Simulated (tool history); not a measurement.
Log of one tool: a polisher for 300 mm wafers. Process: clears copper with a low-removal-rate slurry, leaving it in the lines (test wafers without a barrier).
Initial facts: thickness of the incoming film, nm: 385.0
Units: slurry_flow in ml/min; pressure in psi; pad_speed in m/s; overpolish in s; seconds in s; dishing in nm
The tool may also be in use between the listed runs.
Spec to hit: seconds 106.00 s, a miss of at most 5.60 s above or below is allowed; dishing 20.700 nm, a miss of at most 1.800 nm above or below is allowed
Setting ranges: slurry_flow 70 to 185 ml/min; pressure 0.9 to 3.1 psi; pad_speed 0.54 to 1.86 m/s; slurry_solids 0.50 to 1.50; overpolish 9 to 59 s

run	hour	slurry_flow	pressure	pad_speed	slurry_solids	overpolish	seconds	dishing
1	0.0	120	2.0	1.18	1.00	30	171.22	34.100
2	4.2	125	2.1	1.28	1.00	24	152.77	33.058
3	10.3	110	2.2	1.36	1.15	20	136.94	29.786
4	18.6	110	2.2	1.54	1.15	20	122.61	33.093
5	22.7	100	2.2	1.54	1.15	20	122.40	32.870
6	26.1	100	2.2	1.54	1.15	14	125.09	26.734
7	34.8	90	2.3	1.52	1.25	13	119.16	26.336
8	37.9	70	2.3	1.56	1.50	9	118.67	19.137
9	43.2	70	2.4	1.56	1.50	9	113.71	19.853

Below are 5 possible settings for the next run. Only one of them brings all results inside the allowed miss of their targets. Which is it?
A	48.5	75	2.1	1.64	1.50	15	?	?
B	48.5	70	2.2	1.60	1.40	14	?	?
C	48.5	120	1.9	1.76	1.40	10	?	?
D	48.5	90	2.0	1.72	1.25	14	?	?
E	48.5	85	2.4	1.66	1.30	9	?	?

move	seconds	dishing
A	120.45	27.170
B	121.21	25.718
C	116.83	20.167
D	121.51	25.566
E	106.86	20.050
A: the biggest miss grows against the last run
B: the biggest miss grows against the last run
C: the biggest miss grows against the last run
D: the biggest miss grows against the last run
E: meets every target
Move E is the one to make.
